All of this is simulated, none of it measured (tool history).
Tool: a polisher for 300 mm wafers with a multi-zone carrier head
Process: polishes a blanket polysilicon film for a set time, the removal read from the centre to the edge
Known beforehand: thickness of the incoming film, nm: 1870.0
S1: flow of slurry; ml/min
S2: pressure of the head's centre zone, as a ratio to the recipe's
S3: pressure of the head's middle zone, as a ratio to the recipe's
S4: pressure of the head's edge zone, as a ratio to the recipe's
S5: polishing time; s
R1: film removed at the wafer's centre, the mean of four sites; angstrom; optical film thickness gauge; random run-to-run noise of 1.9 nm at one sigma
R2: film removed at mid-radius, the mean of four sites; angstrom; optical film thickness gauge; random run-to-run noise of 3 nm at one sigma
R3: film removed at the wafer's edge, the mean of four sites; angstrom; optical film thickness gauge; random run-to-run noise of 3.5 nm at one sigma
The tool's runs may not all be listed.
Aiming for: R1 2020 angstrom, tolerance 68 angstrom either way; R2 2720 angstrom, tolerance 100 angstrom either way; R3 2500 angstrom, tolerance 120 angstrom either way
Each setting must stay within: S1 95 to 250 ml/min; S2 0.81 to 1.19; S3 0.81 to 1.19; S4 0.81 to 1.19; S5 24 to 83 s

run,hour,S1,S2,S3,S4,S5,R1,R2,R3
1,0,160,1,1,1,53,3585.2,3596,3445.9
2,2.7,145,0.95,1.02,1.01,49,3042.9,3318.8,3191.7
3,6.5,145,0.98,1.02,1.01,49,3163.8,3330.6,3058.7
4,11.5,145,0.98,1.06,1.01,49,3152.6,3500.8,3087.4
5,13.2,135,0.94,1.06,1.01,46,2784.9,3155.9,2862.3
6,17.3,135,0.94,1.06,1.04,46,2770.2,3128.7,2955.8
7,24.9,130,0.91,1.07,1.03,44,2529.5,3061.5,2763.9
8,33.2,125,0.89,1.07,1.03,43,2424.6,2939.4,2644.2

Which one of the following 5 next-run settings gets every result inside its allowed miss? There is exactly one.
A,41.5,95,1.16,1.14,0.81,47,?,?,?
B,41.5,115,1,1.07,1.03,43,?,?,?
C,41.5,195,1.08,0.86,1.13,42,?,?,?
D,41.5,100,1.01,1.1,0.88,46,?,?,?
E,41.5,135,0.81,1.07,1.03,39,?,?,?

move,R1,R2,R3
A,3166.8,3168.9,2472.5
B,2680.9,2925.8,2607.2
C,3214.7,2666.3,2888.6
D,2753.1,3065.8,2532.2
E,2063.3,2771.7,2435.8
A: the biggest miss grows against the last run
B: the biggest miss grows against the last run
C: the biggest miss grows against the last run
D: the biggest miss grows against the last run
E: meets every target
E is the move that brings every result within its allowed miss.
